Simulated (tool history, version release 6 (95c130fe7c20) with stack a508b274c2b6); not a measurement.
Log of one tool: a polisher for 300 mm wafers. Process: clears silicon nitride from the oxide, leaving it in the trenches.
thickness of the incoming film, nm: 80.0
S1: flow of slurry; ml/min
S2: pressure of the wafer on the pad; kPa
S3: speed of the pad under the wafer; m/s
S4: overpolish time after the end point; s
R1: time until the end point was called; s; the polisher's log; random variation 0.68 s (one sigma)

run 1 hour=0.0 | S1=295 S2=17.2 S3=0.86 S4=26 | R1=123.85
run 2 hour=5.1 | S1=295 S2=17.9 S3=0.86 S4=26 | R1=115.34
run 3 hour=7.4 | S1=340 S2=17.9 S3=0.86 S4=26 | R1=116.59
run 4 hour=13.4 | S1=340 S2=17.9 S3=0.86 S4=28 | R1=115.75
run 5 hour=15.9 | S1=340 S2=13.8 S3=0.86 S4=28 | R1=151.47
run 6 hour=19.8 | S1=340 S2=14.5 S3=0.86 S4=28 | R1=141.65

Run 7 comes next. What will it give?
run 7 hour=21.4 | S1=340 S2=15.2 S3=0.86 S4=28 | R1=?

Run 7 gave R1 136.70 s.
